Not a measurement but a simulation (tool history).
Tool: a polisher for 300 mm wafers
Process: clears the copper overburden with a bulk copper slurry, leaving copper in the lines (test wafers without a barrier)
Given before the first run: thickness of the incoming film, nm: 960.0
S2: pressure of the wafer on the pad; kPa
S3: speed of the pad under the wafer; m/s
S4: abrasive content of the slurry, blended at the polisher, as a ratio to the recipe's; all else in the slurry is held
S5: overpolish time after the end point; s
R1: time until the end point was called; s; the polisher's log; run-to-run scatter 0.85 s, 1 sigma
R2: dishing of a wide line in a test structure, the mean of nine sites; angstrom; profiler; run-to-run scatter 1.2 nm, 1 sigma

{"run": 1, "hour": 0.0, "flow of slurry (ml/min)": 150, "S2": 16.5, "S3": 1.26, "S4": 1, "S5": 13, "R1": 102.91, "R2": 441.46}
{"run": 2, "hour": 1.8, "flow of slurry (ml/min)": 150, "S2": 16.5, "S3": 1.26, "S4": 1, "S5": 18, "R1": 108.41, "R2": 494.38}
{"run": 3, "hour": 4.0, "flow of slurry (ml/min)": 150, "S2": 19.3, "S3": 1.3, "S4": 1, "S5": 16, "R1": 85.203, "R2": 496.15}
{"run": 4, "hour": 12.1, "flow of slurry (ml/min)": 150, "S2": 21.4, "S3": 1.32, "S4": 1, "S5": 16, "R1": 77.029, "R2": 516.3}
{"run": 5, "hour": 17.3, "flow of slurry (ml/min)": 180, "S2": 21.4, "S3": 1.32, "S4": 1, "S5": 16, "R1": 75.942, "R2": 526.35}
{"run": 6, "hour": 20.7, "flow of slurry (ml/min)": 180, "S2": 21.4, "S3": 1.32, "S4": 1, "S5": 12, "R1": 77.611, "R2": 498.47}
{"run": 7, "hour": 28.5, "flow of slurry (ml/min)": 180, "S2": 22.8, "S3": 1.38, "S4": 1, "S5": 12, "R1": 68.31, "R2": 516.55}

Forecast run 8:
{"run": 8, "hour": 37.2, "flow of slurry (ml/min)": 185, "S2": 25.5, "S3": 1.48, "S4": 1, "S5": 12, "R1": "?", "R2": "?"}

R1: 59.155 s
R2: 550.57 angstrom
